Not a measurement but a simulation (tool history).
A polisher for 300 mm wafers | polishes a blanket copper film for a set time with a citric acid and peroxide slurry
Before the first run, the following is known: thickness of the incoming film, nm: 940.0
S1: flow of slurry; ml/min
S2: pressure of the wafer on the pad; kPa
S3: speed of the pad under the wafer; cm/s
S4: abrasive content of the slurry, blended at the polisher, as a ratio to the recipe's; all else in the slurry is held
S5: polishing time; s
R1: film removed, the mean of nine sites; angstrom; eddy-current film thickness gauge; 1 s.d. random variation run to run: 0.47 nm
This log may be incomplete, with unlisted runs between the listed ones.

run	hour	S1	S2	S3	S4	S5	R1
1	0.0	295	26.9	76	1.0	36	779.13
2	7.6	245	26.9	76	1.0	36	755.19
3	8.3	240	23.4	76	1.0	36	668.17
4	11.9	310	23.4	76	1.0	36	671.63
5	16.7	310	21.4	76	1.0	36	626.50
6	19.0	310	19.3	76	1.0	36	581.38
7	25.1	310	12.4	74	1.0	36	389.88

For run 8, what comes out?
8	32.4	310	15.9	74	1.0	36	?

{"run 8": {"R1": 479.75}}
